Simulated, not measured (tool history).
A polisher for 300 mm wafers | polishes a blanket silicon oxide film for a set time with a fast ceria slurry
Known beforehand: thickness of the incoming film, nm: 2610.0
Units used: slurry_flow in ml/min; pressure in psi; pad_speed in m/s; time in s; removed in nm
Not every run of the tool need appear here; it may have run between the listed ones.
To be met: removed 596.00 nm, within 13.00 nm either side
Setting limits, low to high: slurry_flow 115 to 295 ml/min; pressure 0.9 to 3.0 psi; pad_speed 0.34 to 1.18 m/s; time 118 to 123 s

{"run": 1, "hour": 0.0, "slurry_flow": 190, "pressure": 1.9, "pad_speed": 0.76, "time": 118, "removed": 1165.7}
{"run": 2, "hour": 4.8, "slurry_flow": 190, "pressure": 1.4, "pad_speed": 0.76, "time": 118, "removed": 868.2}
{"run": 3, "hour": 10.2, "slurry_flow": 190, "pressure": 1.4, "pad_speed": 0.76, "time": 118, "removed": 868.86}
{"run": 4, "hour": 18.3, "slurry_flow": 190, "pressure": 1.8, "pad_speed": 0.76, "time": 118, "removed": 1099.6}
{"run": 5, "hour": 19.8, "slurry_flow": 220, "pressure": 1.8, "pad_speed": 0.76, "time": 118, "removed": 1133.7}
{"run": 6, "hour": 27.4, "slurry_flow": 200, "pressure": 1.5, "pad_speed": 0.74, "time": 118, "removed": 917.22}
{"run": 7, "hour": 28.4, "slurry_flow": 180, "pressure": 1.3, "pad_speed": 0.74, "time": 118, "removed": 785.23}
{"run": 8, "hour": 31.7, "slurry_flow": 165, "pressure": 1.2, "pad_speed": 0.74, "time": 118, "removed": 710.13}
{"run": 9, "hour": 36.4, "slurry_flow": 150, "pressure": 1.2, "pad_speed": 0.74, "time": 118, "removed": 704.54}
{"run": 10, "hour": 41.6, "slurry_flow": 150, "pressure": 1.2, "pad_speed": 0.74, "time": 118, "removed": 700.78}
{"run": 11, "hour": 49.1, "slurry_flow": 135, "pressure": 0.9, "pad_speed": 0.74, "time": 118, "removed": 514.39}
{"run": 12, "hour": 55.0, "slurry_flow": 155, "pressure": 0.9, "pad_speed": 0.74, "time": 118, "removed": 539.95}
{"run": 13, "hour": 62.5, "slurry_flow": 175, "pressure": 0.9, "pad_speed": 0.74, "time": 118, "removed": 550.23}
{"run": 14, "hour": 68.8, "slurry_flow": 185, "pressure": 0.9, "pad_speed": 0.74, "time": 118, "removed": 558.07}
{"run": 15, "hour": 75.6, "slurry_flow": 230, "pressure": 1.0, "pad_speed": 0.74, "time": 118, "removed": 627.98}
{"run": 16, "hour": 84.5, "slurry_flow": 220, "pressure": 1.0, "pad_speed": 0.74, "time": 118, "removed": 627.87}
{"run": 17, "hour": 93.1, "slurry_flow": 220, "pressure": 1.0, "pad_speed": 0.74, "time": 118, "removed": 629.12}

Which one of the following 4 next-run settings gets every result inside its allowed miss? There is exactly one.
{"run": "A", "hour": 101.7, "slurry_flow": 200, "pressure": 1.1, "pad_speed": 0.76, "time": 118, "removed": "?"}
{"run": "B", "hour": 101.7, "slurry_flow": 210, "pressure": 1.2, "pad_speed": 0.62, "time": 121, "removed": "?"}
{"run": "C", "hour": 101.7, "slurry_flow": 125, "pressure": 1.2, "pad_speed": 0.62, "time": 123, "removed": "?"}
{"run": "D", "hour": 101.7, "slurry_flow": 235, "pressure": 1.2, "pad_speed": 0.62, "time": 121, "removed": "?"}

move=A removed=686.80
move=B removed=632.61
move=C removed=584.30
move=D removed=641.72
A: the biggest miss grows against the last run
B: the biggest miss grows against the last run
C: each result inside its tolerance
D: the biggest miss grows against the last run
Answer: C
